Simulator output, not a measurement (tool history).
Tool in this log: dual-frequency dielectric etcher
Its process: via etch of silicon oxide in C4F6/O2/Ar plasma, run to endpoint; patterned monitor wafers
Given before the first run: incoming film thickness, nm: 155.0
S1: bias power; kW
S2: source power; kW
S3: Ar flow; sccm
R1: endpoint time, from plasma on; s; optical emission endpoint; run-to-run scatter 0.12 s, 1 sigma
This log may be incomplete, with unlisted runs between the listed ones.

run 1 hour=0.0 | S1=0.545 S2=0.260 S3=395 | R1=36.483
run 2 hour=8.5 | S1=0.589 S2=0.270 S3=393 | R1=34.087
run 3 hour=9.6 | S1=0.589 S2=0.270 S3=343 | R1=33.534
run 4 hour=12.7 | S1=0.609 S2=0.270 S3=343 | R1=33.017
run 5 hour=14.7 | S1=0.626 S2=0.270 S3=343 | R1=32.365
run 6 hour=19.6 | S1=0.626 S2=0.270 S3=299 | R1=31.709
run 7 hour=25.3 | S1=0.634 S2=0.270 S3=299 | R1=31.851

What will run 8 give?
run 8 hour=27.2 | S1=0.643 S2=0.270 S3=299 | R1=?

{"run 8": {"R1": 31.658}}
